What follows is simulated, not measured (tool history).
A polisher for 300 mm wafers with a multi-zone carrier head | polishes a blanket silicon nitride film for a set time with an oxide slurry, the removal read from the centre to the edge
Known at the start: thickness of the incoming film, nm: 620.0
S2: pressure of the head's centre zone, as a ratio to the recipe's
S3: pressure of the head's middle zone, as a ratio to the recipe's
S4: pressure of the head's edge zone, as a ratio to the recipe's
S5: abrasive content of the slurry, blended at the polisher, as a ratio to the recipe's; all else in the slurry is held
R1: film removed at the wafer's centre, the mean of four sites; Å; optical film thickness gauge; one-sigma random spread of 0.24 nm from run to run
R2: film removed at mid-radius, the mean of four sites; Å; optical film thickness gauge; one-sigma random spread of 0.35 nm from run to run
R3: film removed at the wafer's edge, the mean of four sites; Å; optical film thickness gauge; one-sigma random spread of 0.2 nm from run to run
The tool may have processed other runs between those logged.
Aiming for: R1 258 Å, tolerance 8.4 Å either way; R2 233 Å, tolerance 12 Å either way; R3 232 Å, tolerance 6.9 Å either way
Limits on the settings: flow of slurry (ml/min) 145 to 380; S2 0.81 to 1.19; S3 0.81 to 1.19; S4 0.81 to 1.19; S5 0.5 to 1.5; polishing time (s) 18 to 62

Run 1, day 0: flow of slurry (ml/min) 245, S2 1, S3 1, S4 1, S5 1, polishing time (s) 40. Result: R1 206.98 Å, R2 194.3 Å, R3 188.04 Å.
Run 2, day 0.025: flow of slurry (ml/min) 195, S2 1, S3 1, S4 1, S5 1, polishing time (s) 40. Result: R1 198.92 Å, R2 189.86 Å, R3 181.28 Å.
Run 3, day 0.138: flow of slurry (ml/min) 195, S2 1, S3 1, S4 1, S5 0.8, polishing time (s) 40. Result: R1 176.46 Å, R2 172.22 Å, R3 170.27 Å.
Run 4, day 0.35: flow of slurry (ml/min) 195, S2 1, S3 1, S4 1.06, S5 0.8, polishing time (s) 40. Result: R1 181.45 Å, R2 173.36 Å, R3 174.42 Å.
Run 5, day 0.521: flow of slurry (ml/min) 195, S2 1, S3 1.03, S4 1.06, S5 0.8, polishing time (s) 40. Result: R1 182.84 Å, R2 168.98 Å, R3 172.06 Å.
At day 0.704: centre zone pressure recalibrated.
Run 6, day 0.704: flow of slurry (ml/min) 210, S2 1, S3 1, S4 1.07, S5 0.95, polishing time (s) 40. Result: R1 184.97 Å, R2 188.16 Å, R3 187.52 Å.
Run 7, day 0.775: flow of slurry (ml/min) 235, S2 1.05, S3 1, S4 1.09, S5 1, polishing time (s) 40. Result: R1 201.75 Å, R2 191.49 Å, R3 196.01 Å.
Run 8, day 1.062: flow of slurry (ml/min) 235, S2 1.05, S3 1, S4 1.09, S5 1, polishing time (s) 40. Result: R1 198.65 Å, R2 194.41 Å, R3 195.64 Å.
Run 9, day 1.275: flow of slurry (ml/min) 255, S2 1.09, S3 0.99, S4 1.08, S5 1.05, polishing time (s) 40. Result: R1 214.23 Å, R2 202.26 Å, R3 200.5 Å.
Run 10, day 1.542: flow of slurry (ml/min) 270, S2 1.12, S3 0.98, S4 1.09, S5 1.1, polishing time (s) 40. Result: R1 231.21 Å, R2 205.07 Å, R3 201.73 Å.
Run 11, day 1.696: flow of slurry (ml/min) 280, S2 1.13, S3 0.98, S4 1.11, S5 1.15, polishing time (s) 40. Result: R1 234.27 Å, R2 205.29 Å, R3 213.8 Å.
Run 12, day 2.021: flow of slurry (ml/min) 290, S2 1.14, S3 1, S4 1.12, S5 1.2, polishing time (s) 40. Result: R1 239.12 Å, R2 207.69 Å, R3 217.74 Å.
Run 13, day 2.188: flow of slurry (ml/min) 290, S2 1.14, S3 1, S4 1.12, S5 1.2, polishing time (s) 40. Result: R1 243.56 Å, R2 218.48 Å, R3 218.82 Å.
Run 14, day 2.321: flow of slurry (ml/min) 295, S2 1.15, S3 1.01, S4 1.13, S5 1.2, polishing time (s) 40. Result: R1 241.11 Å, R2 215.24 Å, R3 219.2 Å.

Which of these 5 next moves meets every target?
Run A, day 2.454: flow of slurry (ml/min) 300, S2 1.19, S3 0.99, S4 1.05, S5 1.3, polishing time (s) 43. Result: R1 ?, R2 ?, R3 ?.
Run B, day 2.454: flow of slurry (ml/min) 285, S2 1.14, S3 0.87, S4 1.1, S5 1.2, polishing time (s) 43. Result: R1 ?, R2 ?, R3 ?.
Run C, day 2.454: flow of slurry (ml/min) 235, S2 1.13, S3 0.93, S4 1.05, S5 1.5, polishing time (s) 44. Result: R1 ?, R2 ?, R3 ?.
Run D, day 2.454: flow of slurry (ml/min) 260, S2 1.17, S3 1.06, S4 1.16, S5 1.4, polishing time (s) 40. Result: R1 ?, R2 ?, R3 ?.
Run E, day 2.454: flow of slurry (ml/min) 260, S2 1.15, S3 0.84, S4 1.14, S5 1.25, polishing time (s) 45. Result: R1 ?, R2 ?, R3 ?.

move      R1      R2      R3
   A  276.86  232.86  234.53
   B  255.75  201.98  232.48
   C  273.56  230.88  246.92
   D  255.46  231.84  232.35
   E  270.86  206.25  249.57
A: takes the result that was furthest off past its target
B: corrects the largest miss of the last run, while another result sits out of spec
C: takes the result that was furthest off past its target
D: all results land within tolerance of their targets
E: takes the result that was furthest off past its target
The right move is D.
